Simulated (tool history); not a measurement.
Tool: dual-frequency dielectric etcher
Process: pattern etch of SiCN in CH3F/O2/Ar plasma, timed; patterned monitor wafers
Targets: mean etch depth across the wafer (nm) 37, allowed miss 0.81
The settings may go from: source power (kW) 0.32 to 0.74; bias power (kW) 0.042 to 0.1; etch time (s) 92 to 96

run	day	source power (kW)	bias power (kW)	etch time (s)	mean etch depth across the wafer (nm)
1	0	0.53	0.071	92	40.526
2	0.212	0.53	0.08	92	42.351
3	0.475	0.53	0.08	92	41.808
4	0.738	0.59	0.08	92	44.754
5	0.846	0.54	0.08	92	42.756
6	1.075	0.52	0.079	92	42.046
7	1.304	0.5	0.078	92	41.073
8	1.542	0.48	0.077	92	39.825
9	1.862	0.47	0.077	92	39.554
# day 2.238: source power generator calibrated
10	2.238	0.46	0.077	92	39.265
11	2.442	0.45	0.077	92	39.351
12	2.575	0.44	0.077	92	39.031
13	2.608	0.37	0.074	92	34.997
14	2.7	0.38	0.074	92	35.577

4 next moves are on the table. One of them brings every result within its allowed miss. Which?
A	2.792	0.39	0.067	93	?
B	2.792	0.38	0.073	96	?
C	2.792	0.33	0.077	96	?
D	2.792	0.33	0.078	95.5	?

move	mean etch depth across the wafer (nm)
A	34.937
B	36.68
C	34.611
D	34.596
A: further off than the last run
B: meets every target
C: further off than the last run
D: further off than the last run
Move B is the one to make.
